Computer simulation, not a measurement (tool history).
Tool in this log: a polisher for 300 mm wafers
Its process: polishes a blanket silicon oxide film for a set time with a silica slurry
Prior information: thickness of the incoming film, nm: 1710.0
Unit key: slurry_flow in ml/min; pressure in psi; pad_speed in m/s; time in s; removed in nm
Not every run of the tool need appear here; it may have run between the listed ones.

run	hour	slurry_flow	pressure	pad_speed	slurry_solids	time	removed
1	0.0	140	5.3	1.06	1.0	43	185.01
2	5.0	140	5.3	1.06	0.9	43	178.76
3	9.9	145	5.5	1.06	0.9	43	185.50
4	18.8	145	5.5	1.06	0.9	43	186.27
5	25.6	145	6.5	1.06	0.9	43	220.49
6	26.4	150	6.5	1.06	0.9	43	222.78
7	35.2	155	6.5	1.06	0.9	43	224.30
8	43.4	160	6.5	1.06	0.9	43	224.72

The next listed run, before its measurement:
9	45.6	165	6.6	1.06	0.9	43	?

removed: 227.21 nm
